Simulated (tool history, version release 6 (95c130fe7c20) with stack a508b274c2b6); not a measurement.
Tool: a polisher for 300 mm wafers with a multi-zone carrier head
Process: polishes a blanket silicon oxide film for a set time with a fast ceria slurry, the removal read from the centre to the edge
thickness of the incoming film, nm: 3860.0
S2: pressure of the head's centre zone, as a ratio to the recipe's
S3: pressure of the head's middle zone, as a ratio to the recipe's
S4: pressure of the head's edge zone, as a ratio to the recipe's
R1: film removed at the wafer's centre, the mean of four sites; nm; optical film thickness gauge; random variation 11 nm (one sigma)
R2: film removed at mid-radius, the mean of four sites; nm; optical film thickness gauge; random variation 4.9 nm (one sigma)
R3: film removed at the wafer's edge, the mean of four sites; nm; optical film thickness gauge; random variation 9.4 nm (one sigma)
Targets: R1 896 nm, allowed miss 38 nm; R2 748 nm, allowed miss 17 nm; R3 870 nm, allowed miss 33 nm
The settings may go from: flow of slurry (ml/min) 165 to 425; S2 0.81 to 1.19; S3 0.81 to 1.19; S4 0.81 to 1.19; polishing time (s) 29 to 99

{"run": 1, "day": 0.0, "flow of slurry (ml/min)": 275, "S2": 1, "S3": 1, "S4": 1, "polishing time (s)": 64, "R1": 1116.3, "R2": 1109.8, "R3": 1136}
{"run": 2, "day": 0.246, "flow of slurry (ml/min)": 275, "S2": 1, "S3": 1.08, "S4": 1, "polishing time (s)": 64, "R1": 1130.4, "R2": 1186.3, "R3": 1123.2}
{"run": 3, "day": 0.446, "flow of slurry (ml/min)": 275, "S2": 1, "S3": 1.08, "S4": 0.93, "polishing time (s)": 64, "R1": 1154.2, "R2": 1198.5, "R3": 1096.6}
{"run": 4, "day": 0.788, "flow of slurry (ml/min)": 270, "S2": 1.01, "S3": 1.03, "S4": 0.93, "polishing time (s)": 61, "R1": 1058.7, "R2": 1084.8, "R3": 1052.3}
{"run": 5, "day": 1.083, "flow of slurry (ml/min)": 335, "S2": 1.01, "S3": 1.03, "S4": 0.93, "polishing time (s)": 61, "R1": 1112.5, "R2": 1120.5, "R3": 1034.8}
{"run": 6, "day": 1.121, "flow of slurry (ml/min)": 330, "S2": 1.02, "S3": 0.99, "S4": 0.93, "polishing time (s)": 59, "R1": 1059.1, "R2": 1050.5, "R3": 1034}
{"run": 7, "day": 1.154, "flow of slurry (ml/min)": 335, "S2": 1.05, "S3": 0.96, "S4": 0.92, "polishing time (s)": 56, "R1": 1031.4, "R2": 971.77, "R3": 957.54}
{"run": 8, "day": 1.225, "flow of slurry (ml/min)": 320, "S2": 1.06, "S3": 0.93, "S4": 0.92, "polishing time (s)": 55, "R1": 1025, "R2": 924.86, "R3": 967.85}
{"run": 9, "day": 1.292, "flow of slurry (ml/min)": 320, "S2": 1.06, "S3": 0.91, "S4": 0.91, "polishing time (s)": 54, "R1": 1012.7, "R2": 906.88, "R3": 936.55}
{"run": 10, "day": 1.533, "flow of slurry (ml/min)": 310, "S2": 1.06, "S3": 0.89, "S4": 0.92, "polishing time (s)": 53, "R1": 983.62, "R2": 869.51, "R3": 916.27}
{"run": 11, "day": 1.642, "flow of slurry (ml/min)": 300, "S2": 1.06, "S3": 0.87, "S4": 0.93, "polishing time (s)": 52, "R1": 968.35, "R2": 836.99, "R3": 893.11}

Which of these 5 next moves meets every target?
{"run": "A", "day": 1.75, "flow of slurry (ml/min)": 240, "S2": 1.15, "S3": 0.81, "S4": 1.1, "polishing time (s)": 52, "R1": "?", "R2": "?", "R3": "?"}
{"run": "B", "day": 1.75, "flow of slurry (ml/min)": 335, "S2": 1.12, "S3": 1.06, "S4": 0.83, "polishing time (s)": 54, "R1": "?", "R2": "?", "R3": "?"}
{"run": "C", "day": 1.75, "flow of slurry (ml/min)": 355, "S2": 1.03, "S3": 0.81, "S4": 1, "polishing time (s)": 48, "R1": "?", "R2": "?", "R3": "?"}
{"run": "D", "day": 1.75, "flow of slurry (ml/min)": 300, "S2": 1.08, "S3": 1.02, "S4": 0.83, "polishing time (s)": 52, "R1": "?", "R2": "?", "R3": "?"}
{"run": "E", "day": 1.75, "flow of slurry (ml/min)": 360, "S2": 1.12, "S3": 1.02, "S4": 0.87, "polishing time (s)": 49, "R1": "?", "R2": "?", "R3": "?"}

move=A R1=1044.4 R2=779.08 R3=934.64
move=B R1=1088.2 R2=998.95 R3=901.98
move=C R1=891.68 R2=741.35 R3=854.45
move=D R1=1001 R2=928.68 R3=863.61
move=E R1=992.65 R2=886.37 R3=833.5
A: nearer than the last run, and not there yet
B: further off than the last run
C: meets every target
D: further off than the last run
E: further off than the last run
Answer: C

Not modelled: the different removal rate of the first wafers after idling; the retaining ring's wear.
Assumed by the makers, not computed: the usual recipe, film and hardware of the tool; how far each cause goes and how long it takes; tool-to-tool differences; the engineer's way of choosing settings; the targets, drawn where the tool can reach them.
